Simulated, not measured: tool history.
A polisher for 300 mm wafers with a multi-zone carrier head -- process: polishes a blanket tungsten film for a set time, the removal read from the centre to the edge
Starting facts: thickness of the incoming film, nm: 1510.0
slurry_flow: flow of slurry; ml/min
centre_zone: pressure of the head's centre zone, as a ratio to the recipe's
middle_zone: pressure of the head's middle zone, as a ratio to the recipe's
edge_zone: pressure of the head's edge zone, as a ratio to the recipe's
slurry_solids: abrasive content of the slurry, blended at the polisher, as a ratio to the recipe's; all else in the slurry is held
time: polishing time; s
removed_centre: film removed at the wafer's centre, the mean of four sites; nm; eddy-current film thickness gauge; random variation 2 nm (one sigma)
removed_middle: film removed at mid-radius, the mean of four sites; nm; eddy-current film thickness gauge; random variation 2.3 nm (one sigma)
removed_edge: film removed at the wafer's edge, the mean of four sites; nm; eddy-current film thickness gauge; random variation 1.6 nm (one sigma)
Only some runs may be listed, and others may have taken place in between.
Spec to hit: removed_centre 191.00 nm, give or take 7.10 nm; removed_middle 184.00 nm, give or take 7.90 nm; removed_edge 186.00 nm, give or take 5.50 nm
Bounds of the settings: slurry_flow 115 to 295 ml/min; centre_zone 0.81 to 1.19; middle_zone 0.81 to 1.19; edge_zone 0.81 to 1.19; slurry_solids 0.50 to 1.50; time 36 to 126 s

run  hour  slurry_flow  centre_zone  middle_zone  edge_zone  slurry_solids  time  removed_centre  removed_middle  removed_edge
  1   0.0          190         1.00         1.00       1.00           1.00    81          284.80          287.54        285.51
  2   2.8          190         1.03         1.00       1.00           1.00    81          288.05          287.23        287.53
  3   4.8          185         1.02         0.98       0.98           0.90    77          272.43          264.99        266.22
  4  13.1          180         1.00         0.97       0.96           0.80    73          247.27          246.32        240.33
  5  17.3          180         1.00         0.97       0.96           1.00    73          258.42          248.59        255.06
  6  25.6          175         0.98         0.95       0.94           0.90    71          236.60          240.85        239.59
  7  30.0          175         0.98         0.93       0.93           0.85    69          232.63          225.16        226.40
  8  31.6          170         0.97         0.91       0.92           0.80    68          219.91          212.04        224.61
  9  38.1          170         0.97         0.91       0.91           0.75    67          213.73          207.40        213.28
 10  45.7          170         0.97         0.90       0.90           0.70    67          210.13          200.05        211.21
 11  54.5          170         0.97         0.90       0.89           0.65    67          205.81          198.88        209.47
 12  55.8          170         0.98         0.90       0.88           0.60    66          205.75          194.94        199.91
 13  63.0          165         0.98         0.90       0.87           0.60    66          203.41          198.62        195.82
 14  67.4          160         0.98         0.89       0.86           0.60    66          202.70          191.01        199.19
 15  71.6          160         0.98         0.89       0.86           0.60    66          200.28          193.25        200.11
 16  74.1          160         0.98         0.89       0.86           0.60    65          202.77          191.35        194.09
 17  76.7          160         0.97         0.89       0.85           0.60    65          198.64          188.74        196.72

Pick the move, out of 5, that brings all results within their allowed miss; only one does.
  A  79.3          145         0.95         0.88       0.88           0.55    68               ?               ?             ?
  B  79.3          145         0.92         0.81       0.82           0.60    71               ?               ?             ?
  C  79.3          145         0.85         0.81       0.83           0.65    69               ?               ?             ?
  D  79.3          115         0.99         0.91       0.81           0.75    66               ?               ?             ?
  E  79.3          175         0.94         0.87       0.87           0.60    66               ?               ?             ?

move  removed_centre  removed_middle  removed_edge
   A          196.44          186.99        202.66
   B          200.91          184.67        208.19
   C          182.37          181.63        205.70
   D          193.82          183.43        190.29
   E          199.50          189.26        203.88
A: misses by more than the last run did
B: misses by more than the last run did
C: misses by more than the last run did
D: each result inside its tolerance
E: misses by more than the last run did
The move that meets every target is D.

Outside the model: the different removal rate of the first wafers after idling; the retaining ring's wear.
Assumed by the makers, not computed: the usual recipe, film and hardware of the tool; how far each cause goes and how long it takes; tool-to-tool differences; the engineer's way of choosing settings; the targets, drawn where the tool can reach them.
